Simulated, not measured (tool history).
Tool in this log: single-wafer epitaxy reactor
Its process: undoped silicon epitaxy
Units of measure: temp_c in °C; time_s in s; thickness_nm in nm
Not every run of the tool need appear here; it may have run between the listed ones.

run    day  temp_c  time_s  thickness_nm
  1  0.000     670     295        79.335
  2  0.179     669     295        77.300
  3  0.404     669     333        86.855
  4  0.571     667     333        83.994
  5  0.858     667     360        90.128
  6  1.008     665     360        87.736

Expected results for the next run?
  7  1.362     663     360             ?

thickness_nm: 83.136 nm
